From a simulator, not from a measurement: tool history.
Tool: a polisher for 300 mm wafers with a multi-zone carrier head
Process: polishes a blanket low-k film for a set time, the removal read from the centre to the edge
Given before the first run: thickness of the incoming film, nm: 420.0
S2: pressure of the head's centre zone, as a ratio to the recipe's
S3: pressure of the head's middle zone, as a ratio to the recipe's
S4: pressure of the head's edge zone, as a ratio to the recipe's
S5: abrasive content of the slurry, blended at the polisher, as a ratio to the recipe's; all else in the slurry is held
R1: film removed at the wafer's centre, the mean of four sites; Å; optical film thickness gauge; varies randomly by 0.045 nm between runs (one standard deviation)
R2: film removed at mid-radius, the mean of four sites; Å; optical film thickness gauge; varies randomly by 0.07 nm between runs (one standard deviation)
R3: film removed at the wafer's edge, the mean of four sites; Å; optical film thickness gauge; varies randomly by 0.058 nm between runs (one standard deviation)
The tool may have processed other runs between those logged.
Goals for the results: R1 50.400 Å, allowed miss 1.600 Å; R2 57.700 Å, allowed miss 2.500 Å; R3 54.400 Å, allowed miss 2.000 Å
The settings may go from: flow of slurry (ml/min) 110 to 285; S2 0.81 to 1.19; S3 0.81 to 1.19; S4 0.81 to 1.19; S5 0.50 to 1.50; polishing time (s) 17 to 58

Run 1, hour 0.0: flow of slurry (ml/min) 180, S2 1.00, S3 1.00, S4 1.00, S5 1.00, polishing time (s) 37. Result: R1 113.520 Å, R2 111.610 Å, R3 110.340 Å.
Run 2, hour 7.2: flow of slurry (ml/min) 180, S2 1.00, S3 1.07, S4 1.00, S5 1.00, polishing time (s) 37. Result: R1 113.450 Å, R2 121.880 Å, R3 112.840 Å.
Run 3, hour 13.7: flow of slurry (ml/min) 170, S2 0.96, S3 1.05, S4 0.96, S5 0.85, polishing time (s) 33. Result: R1 89.787 Å, R2 96.963 Å, R3 89.860 Å.
Run 4, hour 16.6: flow of slurry (ml/min) 170, S2 0.91, S3 1.05, S4 0.96, S5 0.85, polishing time (s) 33. Result: R1 85.933 Å, R2 94.440 Å, R3 89.597 Å.
Run 5, hour 17.8: flow of slurry (ml/min) 210, S2 0.91, S3 1.05, S4 0.96, S5 0.85, polishing time (s) 33. Result: R1 88.201 Å, R2 99.140 Å, R3 93.592 Å.
Run 6, hour 26.0: flow of slurry (ml/min) 200, S2 0.89, S3 1.04, S4 0.94, S5 0.75, polishing time (s) 30. Result: R1 74.386 Å, R2 84.873 Å, R3 78.474 Å.
Run 7, hour 33.2: flow of slurry (ml/min) 190, S2 0.87, S3 1.02, S4 0.93, S5 0.70, polishing time (s) 29. Result: R1 67.632 Å, R2 78.068 Å, R3 72.699 Å.
Run 8, hour 35.5: flow of slurry (ml/min) 180, S2 0.86, S3 0.99, S4 0.91, S5 0.65, polishing time (s) 28. Result: R1 61.689 Å, R2 70.433 Å, R3 67.734 Å.
Run 9, hour 38.9: flow of slurry (ml/min) 175, S2 0.86, S3 0.98, S4 0.89, S5 0.60, polishing time (s) 27. Result: R1 57.050 Å, R2 67.069 Å, R3 61.698 Å.
Run 10, hour 40.9: flow of slurry (ml/min) 165, S2 0.86, S3 0.95, S4 0.87, S5 0.60, polishing time (s) 27. Result: R1 56.622 Å, R2 63.296 Å, R3 60.275 Å.
Run 11, hour 47.4: flow of slurry (ml/min) 155, S2 0.85, S3 0.94, S4 0.85, S5 0.60, polishing time (s) 27. Result: R1 54.412 Å, R2 63.546 Å, R3 59.355 Å.
Run 12, hour 50.5: flow of slurry (ml/min) 150, S2 0.85, S3 0.93, S4 0.84, S5 0.60, polishing time (s) 27. Result: R1 54.139 Å, R2 60.632 Å, R3 59.385 Å.
Run 13, hour 54.1: flow of slurry (ml/min) 150, S2 0.85, S3 0.93, S4 0.83, S5 0.55, polishing time (s) 27. Result: R1 51.433 Å, R2 59.629 Å, R3 55.485 Å.

Which one of the following 4 next-run settings gets every result inside its allowed miss? There is exactly one.
Run A, hour 57.7: flow of slurry (ml/min) 135, S2 0.85, S3 1.05, S4 0.81, S5 0.50, polishing time (s) 29. Result: R1 ?, R2 ?, R3 ?.
Run B, hour 57.7: flow of slurry (ml/min) 170, S2 0.83, S3 0.91, S4 0.81, S5 0.50, polishing time (s) 27. Result: R1 ?, R2 ?, R3 ?.
Run C, hour 57.7: flow of slurry (ml/min) 175, S2 0.89, S3 1.03, S4 0.81, S5 0.50, polishing time (s) 27. Result: R1 ?, R2 ?, R3 ?.
Run D, hour 57.7: flow of slurry (ml/min) 130, S2 0.81, S3 0.86, S4 0.91, S5 0.60, polishing time (s) 27. Result: R1 ?, R2 ?, R3 ?.

move      R1      R2      R3
   A  52.530  63.988  56.164
   B  50.462  57.238  54.259
   C  54.503  62.159  54.405
   D  50.103  56.742  59.180
A: lands further from the targets than the last run did
B: each result inside its tolerance
C: lands further from the targets than the last run did
D: corrects the largest miss of the last run, while another result sits out of spec
So the answer is move B, the one that meets all the targets.

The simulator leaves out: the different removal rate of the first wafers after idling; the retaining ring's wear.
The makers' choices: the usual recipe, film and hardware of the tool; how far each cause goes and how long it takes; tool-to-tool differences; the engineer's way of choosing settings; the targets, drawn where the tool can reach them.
